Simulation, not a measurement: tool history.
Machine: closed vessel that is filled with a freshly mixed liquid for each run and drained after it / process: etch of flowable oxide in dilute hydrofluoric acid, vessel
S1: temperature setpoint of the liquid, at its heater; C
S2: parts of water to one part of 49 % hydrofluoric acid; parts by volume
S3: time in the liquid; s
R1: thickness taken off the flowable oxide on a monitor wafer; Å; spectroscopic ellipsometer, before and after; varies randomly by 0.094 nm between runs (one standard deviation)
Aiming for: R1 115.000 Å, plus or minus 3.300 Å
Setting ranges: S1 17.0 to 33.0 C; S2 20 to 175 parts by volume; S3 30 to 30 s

run  hour    S1   S2  S3       R1
  1   0.0  25.0   95  30   69.030
  2   5.9  25.0  120  30   53.804
  3  12.7  25.0  155  30   39.828
  4  16.8  26.5  140  30   48.005
  5  22.3  27.5  125  30   57.030
  6  22.9  27.5  125  30   56.104
  7  27.2  28.5  115  30   65.352
  8  33.4  29.5  105  30   74.958
  9  37.0  33.0   70  30  133.560
 10  45.7  32.5   70  30  131.960

Next run, 5 choices. One meets every target within its allowed miss, the rest don't. Which?
  A  54.4  31.0  70  30   ?
  B  54.4  31.5  80  30   ?
  C  54.4  29.0  70  30   ?
  D  54.4  30.5  55  30   ?
  E  54.4  29.5  75  30   ?

move       R1
   A  125.120
   B  109.900
   C  115.850
   D  159.840
   E  109.440
A: an improvement on the last run, though not all results are within tolerance
B: carries the result that was furthest off beyond its target, to the other side
C: every result lands within tolerance
D: lands further from the targets than the last run did
E: carries the result that was furthest off beyond its target, to the other side
C is the move that brings every result within its allowed miss.

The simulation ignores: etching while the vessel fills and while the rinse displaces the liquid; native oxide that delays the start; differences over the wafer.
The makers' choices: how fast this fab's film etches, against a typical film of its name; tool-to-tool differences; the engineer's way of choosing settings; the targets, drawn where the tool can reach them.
